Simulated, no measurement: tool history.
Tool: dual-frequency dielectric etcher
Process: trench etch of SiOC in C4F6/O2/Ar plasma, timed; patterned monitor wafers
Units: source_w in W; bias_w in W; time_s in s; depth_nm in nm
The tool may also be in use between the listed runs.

run	hour	source_w	bias_w	time_s	depth_nm
1	0.0	270	241	17.5	35.552
2	1.7	270	241	18.5	37.374
3	6.4	270	276	18.5	39.978
4	10.6	270	277	18.5	39.819
5	14.9	270	278	18.5	39.538
6	18.8	270	279	18.5	39.845
7	27.5	270	280	18.5	40.241

Forecast run 8:
8	34.8	270	280	18.5	?

{"run 8": {"depth_nm": 39.886}}
